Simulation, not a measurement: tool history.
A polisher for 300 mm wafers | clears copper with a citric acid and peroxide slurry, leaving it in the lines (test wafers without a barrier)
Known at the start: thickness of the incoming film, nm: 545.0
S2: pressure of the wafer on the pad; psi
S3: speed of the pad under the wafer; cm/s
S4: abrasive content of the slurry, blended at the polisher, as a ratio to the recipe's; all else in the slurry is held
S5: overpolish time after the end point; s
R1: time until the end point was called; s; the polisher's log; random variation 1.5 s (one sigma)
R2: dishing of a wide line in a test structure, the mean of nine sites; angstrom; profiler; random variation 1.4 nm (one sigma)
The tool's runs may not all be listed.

Run 1, hour 0.0: flow of slurry (ml/min) 265, S2 3.9 psi, S3 116 cm/s, S4 1.0, S5 27 s. Result: R1 142.66 s, R2 595.40 angstrom.
Run 2, hour 5.5: flow of slurry (ml/min) 265, S2 3.9 psi, S3 116 cm/s, S4 1.0, S5 32 s. Result: R1 144.75 s, R2 668.01 angstrom.
Run 3, hour 8.5: flow of slurry (ml/min) 300, S2 3.9 psi, S3 116 cm/s, S4 1.0, S5 32 s. Result: R1 143.34 s, R2 681.97 angstrom.
Run 4, hour 16.1: flow of slurry (ml/min) 300, S2 3.9 psi, S3 106 cm/s, S4 1.0, S5 32 s. Result: R1 153.49 s, R2 626.87 angstrom.
Run 5, hour 19.4: flow of slurry (ml/min) 300, S2 3.9 psi, S3 106 cm/s, S4 1.0, S5 26 s. Result: R1 154.69 s, R2 552.49 angstrom.
Run 6, hour 22.7: flow of slurry (ml/min) 275, S2 3.9 psi, S3 106 cm/s, S4 1.0, S5 26 s. Result: R1 156.29 s, R2 558.09 angstrom.
Run 7, hour 27.0: flow of slurry (ml/min) 275, S2 4.1 psi, S3 106 cm/s, S4 1.0, S5 27 s. Result: R1 151.32 s, R2 576.52 angstrom.
Run 8, hour 31.1: flow of slurry (ml/min) 275, S2 4.1 psi, S3 106 cm/s, S4 1.0, S5 27 s. Result: R1 151.68 s, R2 577.28 angstrom.
Run 9, hour 36.1: flow of slurry (ml/min) 275, S2 4.3 psi, S3 106 cm/s, S4 1.0, S5 28 s. Result: R1 147.52 s, R2 613.06 angstrom.

The next listed run, before its measurement:
Run 10, hour 38.0: flow of slurry (ml/min) 275, S2 4.6 psi, S3 106 cm/s, S4 1.0, S5 28 s. Result: R1 ?, R2 ?.

R1: 139.74 s
R2: 623.78 angstrom
